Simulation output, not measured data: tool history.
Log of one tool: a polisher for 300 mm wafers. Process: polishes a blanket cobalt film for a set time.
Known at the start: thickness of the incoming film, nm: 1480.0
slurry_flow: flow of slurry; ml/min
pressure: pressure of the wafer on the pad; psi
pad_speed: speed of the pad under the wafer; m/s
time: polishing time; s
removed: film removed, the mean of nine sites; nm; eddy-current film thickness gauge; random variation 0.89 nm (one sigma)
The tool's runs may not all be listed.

run 1 hour=0 | slurry_flow=290 pressure=2.1 pad_speed=1.02 time=23 | removed=102.52
run 2 hour=7.8 | slurry_flow=290 pressure=2.6 pad_speed=1.02 time=23 | removed=126.69
run 3 hour=10.2 | slurry_flow=290 pressure=2.3 pad_speed=1 time=23 | removed=109.52
run 4 hour=17.3 | slurry_flow=290 pressure=2.3 pad_speed=1 time=23 | removed=106.29
run 5 hour=20.2 | slurry_flow=245 pressure=2.3 pad_speed=1 time=23 | removed=105.93
run 6 hour=26.2 | slurry_flow=305 pressure=2.3 pad_speed=1 time=23 | removed=111.4

Forecast run 7:
run 7 hour=32.3 | slurry_flow=295 pressure=2 pad_speed=0.98 time=23 | removed=?

removed: 90.504 nm

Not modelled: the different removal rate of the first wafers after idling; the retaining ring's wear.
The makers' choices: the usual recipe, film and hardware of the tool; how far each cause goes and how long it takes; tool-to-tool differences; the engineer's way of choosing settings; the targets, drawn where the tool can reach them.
